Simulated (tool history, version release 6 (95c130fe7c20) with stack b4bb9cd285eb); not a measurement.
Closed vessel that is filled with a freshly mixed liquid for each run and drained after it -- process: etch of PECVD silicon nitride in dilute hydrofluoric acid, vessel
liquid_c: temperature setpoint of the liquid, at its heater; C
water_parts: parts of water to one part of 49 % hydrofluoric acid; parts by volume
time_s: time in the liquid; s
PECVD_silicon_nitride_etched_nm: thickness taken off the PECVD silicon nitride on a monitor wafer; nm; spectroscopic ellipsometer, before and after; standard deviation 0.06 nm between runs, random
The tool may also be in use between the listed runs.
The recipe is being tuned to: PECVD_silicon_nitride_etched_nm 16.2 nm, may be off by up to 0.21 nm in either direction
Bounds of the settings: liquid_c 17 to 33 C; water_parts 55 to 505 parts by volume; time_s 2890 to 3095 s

run	hour	liquid_c	water_parts	time_s	PECVD_silicon_nitride_etched_nm
1	0	25	280	2890	24.74
2	4.7	24	280	2890	23.224
3	11.1	23.5	280	2890	22.549
4	19.4	23.5	280	3095	24.295
5	20.1	23	280	3095	23.325
6	26.4	26.5	280	3095	28.976
7	28.9	22.5	280	3095	22.651
8	35.5	22	280	3095	21.893
9	36.6	21.5	280	3095	21.427

Consider the 5 candidate settings below. Which is the only one whose results all fall within their allowed miss of target?
A	37.7	19	260	2890	?
B	37.7	20	360	2990	?
C	37.7	22	370	2980	?
D	37.7	22.5	195	3095	?
E	37.7	21	305	2960	?

move	PECVD_silicon_nitride_etched_nm
A	18.25
B	14.708
C	16.148
D	32.423
E	18.2
A: nearer than the last run, and not there yet
B: takes the result that was furthest off past its target
C: hits every target within its allowed miss
D: moves away from the targets compared with the last run
E: nearer than the last run, and not there yet
The right move is C.
